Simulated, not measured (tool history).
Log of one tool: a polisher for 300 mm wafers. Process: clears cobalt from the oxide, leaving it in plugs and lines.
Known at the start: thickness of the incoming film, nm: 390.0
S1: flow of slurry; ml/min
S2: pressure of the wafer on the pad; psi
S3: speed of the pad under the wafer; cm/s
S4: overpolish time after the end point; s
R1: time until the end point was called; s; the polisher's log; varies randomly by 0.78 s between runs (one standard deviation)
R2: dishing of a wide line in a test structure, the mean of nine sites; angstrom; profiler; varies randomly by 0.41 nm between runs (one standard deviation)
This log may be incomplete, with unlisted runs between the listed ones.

run  hour   S1   S2   S3  S4      R1      R2
  1   0.0  210  2.5  124  15  39.872  413.79
  2   5.4  205  2.1  120  12  49.545  372.92
  3   8.5  205  2.7  120  12  38.476  400.53
  4  12.5  165  2.7  120  12  39.240  396.08
  5  18.3  165  2.7   90  12  52.578  375.72
  6  26.9  155  2.4   94  10  56.076  342.18
  7  35.7  145  2.1   96   8  63.125  288.40
  8  37.3  145  2.0   96   8  65.758  289.70
  9  44.3  145  2.0   96   8  66.707  285.27
 10  48.2  140  1.5   96   4  87.934  141.60
 11  49.3  135  1.6   92   5  86.822  178.37
 12  54.0  135  1.7   90   6  83.653  205.43
 13  54.8  135  1.8   88   6  79.589  202.10

Expected results for the next run?
 14  60.6  135  1.8  86   7   ?   ?

Run 14 gave R1 82.718 s, R2 225.81 angstrom.
